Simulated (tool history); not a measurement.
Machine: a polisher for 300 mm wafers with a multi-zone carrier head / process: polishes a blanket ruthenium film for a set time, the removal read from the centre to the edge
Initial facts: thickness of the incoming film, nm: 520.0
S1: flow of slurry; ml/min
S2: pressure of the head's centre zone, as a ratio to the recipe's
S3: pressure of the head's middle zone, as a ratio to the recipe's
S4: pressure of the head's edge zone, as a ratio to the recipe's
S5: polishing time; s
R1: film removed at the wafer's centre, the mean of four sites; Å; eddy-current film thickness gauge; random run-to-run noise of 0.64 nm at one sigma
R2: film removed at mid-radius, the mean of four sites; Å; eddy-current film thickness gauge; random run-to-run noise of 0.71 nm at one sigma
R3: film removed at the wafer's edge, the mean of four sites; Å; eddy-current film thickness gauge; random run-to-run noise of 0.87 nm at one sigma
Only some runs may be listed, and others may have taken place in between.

Run 1, hour 0: S1 175 ml/min, S2 1, S3 1, S4 1, S5 81 s. Result: R1 495.33 Å, R2 496.96 Å, R3 499.89 Å.
Run 2, hour 3.4: S1 175 ml/min, S2 1, S3 1.03, S4 1, S5 81 s. Result: R1 498.14 Å, R2 504.28 Å, R3 497.46 Å.
Run 3, hour 6.9: S1 185 ml/min, S2 1.01, S3 1.04, S4 1.03, S5 85 s. Result: R1 533.59 Å, R2 540.51 Å, R3 533.59 Å.
Run 4, hour 13.7: S1 185 ml/min, S2 1.01, S3 1.04, S4 0.99, S5 85 s. Result: R1 533.82 Å, R2 550.15 Å, R3 527.64 Å.
Run 5, hour 17.5: S1 195 ml/min, S2 1.02, S3 1.04, S4 1.02, S5 88 s. Result: R1 568.05 Å, R2 572.68 Å, R3 551.57 Å.
Run 6, hour 24.6: S1 210 ml/min, S2 1.02, S3 1.04, S4 1.02, S5 88 s. Result: R1 569.86 Å, R2 584.46 Å, R3 549.28 Å.
Run 7, hour 27.4: S1 200 ml/min, S2 1.02, S3 1.04, S4 1.04, S5 91 s. Result: R1 592.87 Å, R2 592.93 Å, R3 581.05 Å.
Run 8, hour 29.7: S1 200 ml/min, S2 1.02, S3 1.04, S4 1.04, S5 91 s. Result: R1 575.32 Å, R2 586.9 Å, R3 563.88 Å.

Run 9, settings as shown, results not yet in. Your forecast:
Run 9, hour 36: S1 195 ml/min, S2 1.02, S3 1.03, S4 1.05, S5 95 s. Result: R1 ?, R2 ?, R3 ?.

R1: 615.38 Å
R2: 618.82 Å
R3: 600.18 Å
